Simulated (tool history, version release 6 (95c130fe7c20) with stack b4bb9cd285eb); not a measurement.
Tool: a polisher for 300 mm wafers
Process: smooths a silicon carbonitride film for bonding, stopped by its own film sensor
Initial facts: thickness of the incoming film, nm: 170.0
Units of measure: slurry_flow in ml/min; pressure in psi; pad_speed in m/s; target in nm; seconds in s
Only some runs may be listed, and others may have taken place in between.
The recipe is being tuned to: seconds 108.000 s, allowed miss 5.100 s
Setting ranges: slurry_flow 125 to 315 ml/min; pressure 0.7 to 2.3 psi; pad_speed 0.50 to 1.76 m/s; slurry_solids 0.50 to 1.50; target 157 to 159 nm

Run 1, hour 0.0: slurry_flow 205 ml/min, pressure 1.5 psi, pad_speed 1.12 m/s, slurry_solids 1.00, target 157 nm. Result: seconds 76.429 s.
Run 2, hour 2.7: slurry_flow 205 ml/min, pressure 1.5 psi, pad_speed 1.12 m/s, slurry_solids 1.00, target 159 nm. Result: seconds 64.221 s.
Run 3, hour 3.7: slurry_flow 205 ml/min, pressure 1.3 psi, pad_speed 1.10 m/s, slurry_solids 1.00, target 159 nm. Result: seconds 73.853 s.
Run 4, hour 10.3: slurry_flow 205 ml/min, pressure 1.1 psi, pad_speed 1.08 m/s, slurry_solids 1.00, target 159 nm. Result: seconds 88.153 s.
Run 5, hour 16.8: slurry_flow 205 ml/min, pressure 1.1 psi, pad_speed 1.08 m/s, slurry_solids 1.15, target 159 nm. Result: seconds 82.178 s.
At hour 20.2: head pressure recalibrated.
Run 6, hour 20.2: slurry_flow 250 ml/min, pressure 1.1 psi, pad_speed 1.08 m/s, slurry_solids 1.15, target 159 nm. Result: seconds 71.673 s.
Run 7, hour 28.7: slurry_flow 220 ml/min, pressure 1.0 psi, pad_speed 1.08 m/s, slurry_solids 1.15, target 159 nm. Result: seconds 79.522 s.
Run 8, hour 33.6: slurry_flow 200 ml/min, pressure 0.9 psi, pad_speed 1.08 m/s, slurry_solids 1.15, target 159 nm. Result: seconds 88.122 s.

4 candidate next runs follow, results not yet known. Just one meets every target within its allowed miss. Identify it.
Run A, hour 38.5: slurry_flow 220 ml/min, pressure 1.1 psi, pad_speed 1.46 m/s, slurry_solids 1.30, target 157 nm. Result: seconds ?.
Run B, hour 38.5: slurry_flow 245 ml/min, pressure 0.7 psi, pad_speed 1.24 m/s, slurry_solids 1.35, target 157 nm. Result: seconds ?.
Run C, hour 38.5: slurry_flow 175 ml/min, pressure 0.9 psi, pad_speed 0.92 m/s, slurry_solids 1.25, target 157 nm. Result: seconds ?.
Run D, hour 38.5: slurry_flow 200 ml/min, pressure 0.7 psi, pad_speed 1.00 m/s, slurry_solids 1.10, target 159 nm. Result: seconds ?.

move  seconds
   A   64.336
   B  110.050
   C  116.730
   D  121.950
A: moves away from the targets compared with the last run
B: all results in spec
C: the result that was furthest off in the last run now lies on the other side of its target
D: the result that was furthest off in the last run now lies on the other side of its target
So the answer is move B, the one that meets all the targets.

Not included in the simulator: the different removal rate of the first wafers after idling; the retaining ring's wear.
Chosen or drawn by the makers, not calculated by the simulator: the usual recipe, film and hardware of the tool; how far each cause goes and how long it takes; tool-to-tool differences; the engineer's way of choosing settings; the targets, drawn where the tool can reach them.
